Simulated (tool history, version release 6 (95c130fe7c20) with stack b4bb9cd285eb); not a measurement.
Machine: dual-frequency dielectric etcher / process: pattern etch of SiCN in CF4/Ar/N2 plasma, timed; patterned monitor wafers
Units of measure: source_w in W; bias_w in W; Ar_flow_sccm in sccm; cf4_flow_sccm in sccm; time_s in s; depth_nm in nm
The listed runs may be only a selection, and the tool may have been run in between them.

run    day  source_w  bias_w  Ar_flow_sccm  cf4_flow_sccm  time_s  depth_nm
  1      0       380      85           116             73    69.5    63.952
  2  0.371       350      85           116             73    69.5    58.317
  3  0.504       340      85           116             73    69.5    56.328
  4  0.621       330      85           116             73    69.5    54.757
  5  0.742       320      85           116             73    69.5    52.816
  6  0.917       320      85            95             73    69.5    53.849
  7  1.179       310      85            95             73    69.5    51.918
  8  1.517       300      85            95             73    69.5     50.38

Estimate the outcome of run 9 from the log above:
  9  1.833       250      84            95             73    69.5         ?

{"run 9": {"depth_nm": 40.817}}
